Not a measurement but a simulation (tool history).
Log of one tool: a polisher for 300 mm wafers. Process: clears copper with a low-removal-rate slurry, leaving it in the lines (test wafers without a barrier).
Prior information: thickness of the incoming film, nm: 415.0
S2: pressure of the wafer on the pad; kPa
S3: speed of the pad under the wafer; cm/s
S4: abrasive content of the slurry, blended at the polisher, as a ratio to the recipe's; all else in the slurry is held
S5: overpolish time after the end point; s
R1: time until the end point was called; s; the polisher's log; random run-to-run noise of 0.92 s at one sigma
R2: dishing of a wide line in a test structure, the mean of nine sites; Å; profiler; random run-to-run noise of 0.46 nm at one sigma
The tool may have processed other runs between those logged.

Run 1, hour 0: flow of slurry (ml/min) 305, S2 26.9 kPa, S3 114 cm/s, S4 1, S5 27 s. Result: R1 103.1 s, R2 641.9 Å.
Run 2, hour 4.5: flow of slurry (ml/min) 305, S2 24.8 kPa, S3 120 cm/s, S4 1, S5 22 s. Result: R1 107.59 s, R2 540.89 Å.
Run 3, hour 12.1: flow of slurry (ml/min) 305, S2 23.4 kPa, S3 128 cm/s, S4 1, S5 19 s. Result: R1 105 s, R2 473.82 Å.
Run 4, hour 20.1: flow of slurry (ml/min) 300, S2 20.7 kPa, S3 140 cm/s, S4 1, S5 16 s. Result: R1 108.78 s, R2 393.76 Å.
Run 5, hour 23.4: flow of slurry (ml/min) 300, S2 20.7 kPa, S3 124 cm/s, S4 1, S5 16 s. Result: R1 123.68 s, R2 349.12 Å.
Run 6, hour 32.3: flow of slurry (ml/min) 270, S2 18.6 kPa, S3 136 cm/s, S4 1.1, S5 14 s. Result: R1 124.37 s, R2 311.4 Å.
Run 7, hour 39.6: flow of slurry (ml/min) 250, S2 17.9 kPa, S3 146 cm/s, S4 1.2, S5 13 s. Result: R1 119.03 s, R2 314.72 Å.
At hour 45.8: slurry nozzle cleaned.
Run 8, hour 45.8: flow of slurry (ml/min) 235, S2 17.2 kPa, S3 154 cm/s, S4 1.2, S5 12 s. Result: R1 113.76 s, R2 301.94 Å.
Run 9, hour 46.9: flow of slurry (ml/min) 225, S2 16.5 kPa, S3 160 cm/s, S4 1.25, S5 11 s. Result: R1 112.76 s, R2 281.31 Å.

Run 10 comes next. What will it give?
Run 10, hour 53.1: flow of slurry (ml/min) 215, S2 16.5 kPa, S3 164 cm/s, S4 1.3, S5 10 s. Result: R1 ?, R2 ?.

{"run 10": {"R1": 108.79, "R2": 268.3}}
